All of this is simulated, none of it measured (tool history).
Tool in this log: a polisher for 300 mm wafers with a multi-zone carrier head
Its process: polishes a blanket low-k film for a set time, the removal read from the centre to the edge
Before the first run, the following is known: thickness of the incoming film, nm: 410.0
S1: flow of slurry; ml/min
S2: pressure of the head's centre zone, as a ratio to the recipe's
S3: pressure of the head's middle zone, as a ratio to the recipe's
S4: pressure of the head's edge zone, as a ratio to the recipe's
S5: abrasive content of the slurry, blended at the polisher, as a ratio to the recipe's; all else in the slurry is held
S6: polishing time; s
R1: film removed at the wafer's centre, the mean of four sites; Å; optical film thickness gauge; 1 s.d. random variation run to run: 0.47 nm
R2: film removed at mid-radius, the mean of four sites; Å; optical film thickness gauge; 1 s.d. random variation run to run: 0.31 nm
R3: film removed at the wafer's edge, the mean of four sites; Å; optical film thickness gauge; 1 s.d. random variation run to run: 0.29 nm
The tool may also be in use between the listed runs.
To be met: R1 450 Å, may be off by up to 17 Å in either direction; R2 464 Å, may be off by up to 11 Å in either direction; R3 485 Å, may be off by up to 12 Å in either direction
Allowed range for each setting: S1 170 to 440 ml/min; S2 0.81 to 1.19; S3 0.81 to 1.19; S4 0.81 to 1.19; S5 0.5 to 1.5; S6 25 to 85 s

run  hour   S1    S2    S3    S4    S5  S6      R1      R2      R3
  1     0  280     1     1     1     1  55   337.7  347.79   350.4
  2   4.8  280     1     1     1   0.9  55  319.04  336.33  330.55
  3  12.9  290  1.01  1.03  1.03     1  55  341.73  359.68  353.06
  4  21.6  290  1.01  1.04  1.06   1.1  55  357.17  376.13  370.94
  5  25.5  295  1.01  1.04  1.08   1.2  56  374.39  394.27  403.88
  6  33.9  295  0.97  1.04  1.08   1.2  56  361.17   397.8  398.93
  7  39.1  325  1.07  1.09  1.18  1.45  56  429.28  454.57  454.55
  8  39.8  330  1.07  1.08  1.18  1.45  56  432.74  445.05  456.34
  9  41.1  335  1.07  1.08  1.18  1.45  56  437.11  447.87  451.98
 10  42.1  330  1.07  1.07  1.18  1.45  57  438.93  458.11  463.86

5 next moves are on the table. One of them brings every result within its allowed miss. Which?
  A  43.1  360  1.05  1.05  1.19  1.35  61   ?   ?   ?
  B  43.1  280  1.15  1.08  1.08  1.45  56   ?   ?   ?
  C  43.1  305   1.1  1.14  1.13   1.5  56   ?   ?   ?
  D  43.1  295  1.07  1.03  1.18   1.5  57   ?   ?   ?
  E  43.1  365   1.1  1.06  1.14   1.4  59   ?   ?   ?

move      R1      R2      R3
   A  454.19  464.07  480.61
   B  455.05  439.09  424.36
   C  446.06  469.02   441.6
   D  441.04  436.56  459.39
   E  465.13   459.1  461.13
A: all results land within tolerance of their targets
B: misses by more than the last run did
C: misses by more than the last run did
D: misses by more than the last run did
E: misses by more than the last run did
A is the move that brings every result within its allowed miss.

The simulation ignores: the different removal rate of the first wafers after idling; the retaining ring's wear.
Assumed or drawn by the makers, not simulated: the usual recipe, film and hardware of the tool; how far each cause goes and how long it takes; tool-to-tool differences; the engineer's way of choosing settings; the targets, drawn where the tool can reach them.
